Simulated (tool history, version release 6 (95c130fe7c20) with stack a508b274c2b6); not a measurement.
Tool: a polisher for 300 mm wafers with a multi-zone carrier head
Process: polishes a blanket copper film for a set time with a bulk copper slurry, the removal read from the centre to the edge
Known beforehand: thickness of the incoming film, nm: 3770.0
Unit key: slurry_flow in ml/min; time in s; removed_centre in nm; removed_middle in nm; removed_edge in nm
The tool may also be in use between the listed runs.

Run 1, hour 0: slurry_flow 285 ml/min, centre_zone 1, middle_zone 1, edge_zone 1, slurry_solids 1, time 47 s. Result: removed_centre 274.91 nm, removed_middle 295.15 nm, removed_edge 301.48 nm.
Run 2, hour 4.6: slurry_flow 335 ml/min, centre_zone 1, middle_zone 1, edge_zone 1, slurry_solids 1, time 47 s. Result: removed_centre 279.08 nm, removed_middle 298.06 nm, removed_edge 298.63 nm.
Run 3, hour 9.1: slurry_flow 330 ml/min, centre_zone 1.05, middle_zone 0.98, edge_zone 1.03, slurry_solids 1.15, time 52 s. Result: removed_centre 334.64 nm, removed_middle 340.4 nm, removed_edge 339.53 nm.
Run 4, hour 11.1: slurry_flow 330 ml/min, centre_zone 1.02, middle_zone 0.98, edge_zone 1.03, slurry_solids 1.15, time 52 s. Result: removed_centre 326.71 nm, removed_middle 335.62 nm, removed_edge 350.02 nm.
Run 5, hour 13.3: slurry_flow 330 ml/min, centre_zone 1.02, middle_zone 0.98, edge_zone 1.11, slurry_solids 1.15, time 52 s. Result: removed_centre 320.27 nm, removed_middle 342.74 nm, removed_edge 365.68 nm.
Run 6, hour 14.7: slurry_flow 330 ml/min, centre_zone 1.07, middle_zone 0.94, edge_zone 1.12, slurry_solids 1.25, time 56 s. Result: removed_centre 372.28 nm, removed_middle 357.68 nm, removed_edge 404.11 nm.
Run 7, hour 20.3: slurry_flow 335 ml/min, centre_zone 1.11, middle_zone 0.94, edge_zone 1.12, slurry_solids 1.3, time 58 s. Result: removed_centre 405.14 nm, removed_middle 379.01 nm, removed_edge 413.6 nm.
Run 8, hour 26.8: slurry_flow 340 ml/min, centre_zone 1.13, middle_zone 0.92, edge_zone 1.13, slurry_solids 1.35, time 60 s. Result: removed_centre 430.21 nm, removed_middle 388.43 nm, removed_edge 437.82 nm.
Run 9, hour 32.2: slurry_flow 345 ml/min, centre_zone 1.15, middle_zone 0.91, edge_zone 1.13, slurry_solids 1.4, time 61 s. Result: removed_centre 450.3 nm, removed_middle 394.42 nm, removed_edge 455.37 nm.
At hour 36.1: centre zone pressure recalibrated.
Run 10, hour 36.1: slurry_flow 350 ml/min, centre_zone 1.16, middle_zone 0.91, edge_zone 1.11, slurry_solids 1.45, time 62 s. Result: removed_centre 516.67 nm, removed_middle 406.51 nm, removed_edge 454.81 nm.
Run 11, hour 44.9: slurry_flow 350 ml/min, centre_zone 1.15, middle_zone 0.91, edge_zone 1.12, slurry_solids 1.45, time 62 s. Result: removed_centre 511.46 nm, removed_middle 409.67 nm, removed_edge 466.14 nm.

Estimate the outcome of run 12 from the log above:
Run 12, hour 51.8: slurry_flow 355 ml/min, centre_zone 1.14, middle_zone 0.92, edge_zone 1.13, slurry_solids 1.45, time 62 s. Result: removed_centre ?, removed_middle ?, removed_edge ?.

{"run 12": {"removed_centre": 509.99, "removed_middle": 409.39, "removed_edge": 448.2}}
